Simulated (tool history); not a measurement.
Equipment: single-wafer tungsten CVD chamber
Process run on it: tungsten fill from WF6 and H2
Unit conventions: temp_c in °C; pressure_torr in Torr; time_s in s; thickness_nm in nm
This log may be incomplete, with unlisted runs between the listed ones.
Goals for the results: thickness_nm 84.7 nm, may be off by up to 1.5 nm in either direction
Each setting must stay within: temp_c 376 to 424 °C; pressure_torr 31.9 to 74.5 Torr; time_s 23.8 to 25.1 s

{"run": 1, "hour": 0.0, "temp_c": 400, "pressure_torr": 53.2, "time_s": 25.1, "thickness_nm": 104.62}
{"run": 2, "hour": 6.1, "temp_c": 400, "pressure_torr": 56.8, "time_s": 25.1, "thickness_nm": 108.64}
{"run": 3, "hour": 14.8, "temp_c": 398, "pressure_torr": 56.7, "time_s": 25.1, "thickness_nm": 104.58}
{"run": 4, "hour": 20.0, "temp_c": 398, "pressure_torr": 56.7, "time_s": 23.8, "thickness_nm": 98.775}
{"run": 5, "hour": 23.4, "temp_c": 397, "pressure_torr": 56.7, "time_s": 23.8, "thickness_nm": 96.506}
{"run": 6, "hour": 27.1, "temp_c": 396, "pressure_torr": 56.7, "time_s": 23.8, "thickness_nm": 94.479}
{"run": 7, "hour": 28.8, "temp_c": 395, "pressure_torr": 56.7, "time_s": 23.8, "thickness_nm": 92.524}
{"run": 8, "hour": 31.4, "temp_c": 393, "pressure_torr": 56.6, "time_s": 23.8, "thickness_nm": 88.245}
{"run": 9, "hour": 37.7, "temp_c": 392, "pressure_torr": 56.6, "time_s": 23.8, "thickness_nm": 86.51}

Exactly one of the 4 candidate moves below puts every result within its allowed miss. Which one?
{"run": "A", "hour": 44.0, "temp_c": 391, "pressure_torr": 48.4, "time_s": 24.4, "thickness_nm": "?"}
{"run": "B", "hour": 44.0, "temp_c": 392, "pressure_torr": 56.1, "time_s": 24.9, "thickness_nm": "?"}
{"run": "C", "hour": 44.0, "temp_c": 393, "pressure_torr": 47.5, "time_s": 23.8, "thickness_nm": "?"}
{"run": "D", "hour": 44.0, "temp_c": 391, "pressure_torr": 56.3, "time_s": 24, "thickness_nm": "?"}

move=A thickness_nm=79.228
move=B thickness_nm=89.84
move=C thickness_nm=79.826
move=D thickness_nm=84.872
A: moves the result that the last run missed by most past its target, out the other side
B: further off than the last run
C: moves the result that the last run missed by most past its target, out the other side
D: all results land within tolerance of their targets
So the answer is move D, the one that meets all the targets.
